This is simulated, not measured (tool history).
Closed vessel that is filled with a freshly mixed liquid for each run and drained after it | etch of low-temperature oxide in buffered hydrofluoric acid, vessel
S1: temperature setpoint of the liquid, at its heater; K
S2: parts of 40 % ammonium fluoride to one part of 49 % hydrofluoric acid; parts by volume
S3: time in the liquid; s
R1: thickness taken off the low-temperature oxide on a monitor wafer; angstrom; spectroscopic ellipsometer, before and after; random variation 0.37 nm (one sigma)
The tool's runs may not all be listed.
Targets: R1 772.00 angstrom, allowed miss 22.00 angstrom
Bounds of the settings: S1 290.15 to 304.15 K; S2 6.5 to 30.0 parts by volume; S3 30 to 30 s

run    day      S1    S2  S3      R1
  1  0.000  296.15  19.5  30  313.89
  2  0.379  297.65  17.0  30  391.53
  3  0.704  299.15  15.5  30  466.90
  4  0.771  300.15  14.5  30  521.93
  5  1.121  301.15  14.0  30  579.17
  6  1.412  303.65  14.0  30  655.03
  7  1.600  303.65  13.5  30  674.80
  8  1.862  303.65  13.0  30  704.20
  9  2.004  304.15  11.5  30  817.37

Which of these 5 next moves meets every target?
  A  2.146  303.15  10.5  30   ?
  B  2.146  302.65  10.0  30   ?
  C  2.146  304.15  11.0  30   ?
  D  2.146  304.15  12.0  30   ?
  E  2.146  303.65  10.5  30   ?

move      R1
   A  835.53
   B  839.21
   C  847.90
   D  779.09
   E  857.69
A: further off than the last run
B: further off than the last run
C: further off than the last run
D: meets every target
E: further off than the last run
Answer: D

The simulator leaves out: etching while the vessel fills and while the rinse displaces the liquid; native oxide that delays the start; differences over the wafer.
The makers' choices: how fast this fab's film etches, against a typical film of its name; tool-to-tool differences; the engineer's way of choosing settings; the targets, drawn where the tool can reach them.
